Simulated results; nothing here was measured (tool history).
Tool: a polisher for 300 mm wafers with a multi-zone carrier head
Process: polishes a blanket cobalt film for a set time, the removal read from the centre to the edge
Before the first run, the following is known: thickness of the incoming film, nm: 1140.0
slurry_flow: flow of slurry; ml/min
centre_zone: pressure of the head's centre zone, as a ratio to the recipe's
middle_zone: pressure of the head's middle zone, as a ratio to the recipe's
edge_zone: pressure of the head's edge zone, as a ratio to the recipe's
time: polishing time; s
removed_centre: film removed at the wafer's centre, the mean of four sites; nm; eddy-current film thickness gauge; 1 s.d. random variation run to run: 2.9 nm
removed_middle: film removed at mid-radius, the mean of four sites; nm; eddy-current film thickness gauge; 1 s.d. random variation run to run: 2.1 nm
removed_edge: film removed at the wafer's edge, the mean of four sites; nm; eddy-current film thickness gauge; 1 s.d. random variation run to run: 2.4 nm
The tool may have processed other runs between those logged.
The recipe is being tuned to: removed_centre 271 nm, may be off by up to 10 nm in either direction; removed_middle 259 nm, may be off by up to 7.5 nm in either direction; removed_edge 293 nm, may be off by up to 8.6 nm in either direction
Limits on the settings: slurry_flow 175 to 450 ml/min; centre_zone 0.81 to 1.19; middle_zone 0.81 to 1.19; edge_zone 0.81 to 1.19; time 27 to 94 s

Run 1, hour 0: slurry_flow 290 ml/min, centre_zone 1, middle_zone 1, edge_zone 1, time 60 s. Result: removed_centre 303.79 nm, removed_middle 309.94 nm, removed_edge 308.89 nm.
Run 2, hour 6.8: slurry_flow 290 ml/min, centre_zone 1, middle_zone 1, edge_zone 1, time 54 s. Result: removed_centre 276.93 nm, removed_middle 282.35 nm, removed_edge 283.64 nm.
Run 3, hour 12.8: slurry_flow 285 ml/min, centre_zone 1, middle_zone 0.98, edge_zone 1.01, time 54 s. Result: removed_centre 274.69 nm, removed_middle 278.49 nm, removed_edge 282.08 nm.
Run 4, hour 16.7: slurry_flow 280 ml/min, centre_zone 1, middle_zone 0.95, edge_zone 1.03, time 54 s. Result: removed_centre 275.42 nm, removed_middle 271.81 nm, removed_edge 281.77 nm.
Run 5, hour 25: slurry_flow 280 ml/min, centre_zone 1, middle_zone 1.02, edge_zone 1.03, time 54 s. Result: removed_centre 274.87 nm, removed_middle 287.33 nm, removed_edge 286.61 nm.
Run 6, hour 27.4: slurry_flow 280 ml/min, centre_zone 1, middle_zone 1.1, edge_zone 1.03, time 54 s. Result: removed_centre 272.82 nm, removed_middle 302.47 nm, removed_edge 283.88 nm.
Run 7, hour 29.6: slurry_flow 275 ml/min, centre_zone 1, middle_zone 1.05, edge_zone 1.05, time 54 s. Result: removed_centre 273.48 nm, removed_middle 297.23 nm, removed_edge 289.08 nm.
Run 8, hour 37.7: slurry_flow 275 ml/min, centre_zone 1, middle_zone 1, edge_zone 1.06, time 54 s. Result: removed_centre 275.82 nm, removed_middle 285.78 nm, removed_edge 288.36 nm.
Run 9, hour 45.1: slurry_flow 270 ml/min, centre_zone 0.99, middle_zone 0.96, edge_zone 1.07, time 54 s. Result: removed_centre 274.16 nm, removed_middle 271.55 nm, removed_edge 287.28 nm.
Run 10, hour 46.5: slurry_flow 270 ml/min, centre_zone 0.99, middle_zone 0.96, edge_zone 1.07, time 54 s. Result: removed_centre 264.8 nm, removed_middle 272.2 nm, removed_edge 291.21 nm.

Below are 4 possible settings for the next run. Only one of them brings all results inside the allowed miss of their targets. Which is it?
Run A, hour 47.9: slurry_flow 275 ml/min, centre_zone 0.93, middle_zone 1.07, edge_zone 1.05, time 55 s. Result: removed_centre ?, removed_middle ?, removed_edge ?.
Run B, hour 47.9: slurry_flow 210 ml/min, centre_zone 0.98, middle_zone 0.89, edge_zone 1.03, time 57 s. Result: removed_centre ?, removed_middle ?, removed_edge ?.
Run C, hour 47.9: slurry_flow 230 ml/min, centre_zone 0.89, middle_zone 0.97, edge_zone 1.08, time 55 s. Result: removed_centre ?, removed_middle ?, removed_edge ?.
Run D, hour 47.9: slurry_flow 290 ml/min, centre_zone 0.93, middle_zone 0.97, edge_zone 1.08, time 56 s. Result: removed_centre ?, removed_middle ?, removed_edge ?.

move  removed_centre  removed_middle  removed_edge
   A          256.23          306.78        291.02
   B          269.02          263.01        291.85
   C          239.09           276.3        290.72
   D          262.36          289.09        302.18
A: the biggest miss grows against the last run
B: hits every target within its allowed miss
C: the biggest miss grows against the last run
D: the biggest miss grows against the last run
The right move is B.

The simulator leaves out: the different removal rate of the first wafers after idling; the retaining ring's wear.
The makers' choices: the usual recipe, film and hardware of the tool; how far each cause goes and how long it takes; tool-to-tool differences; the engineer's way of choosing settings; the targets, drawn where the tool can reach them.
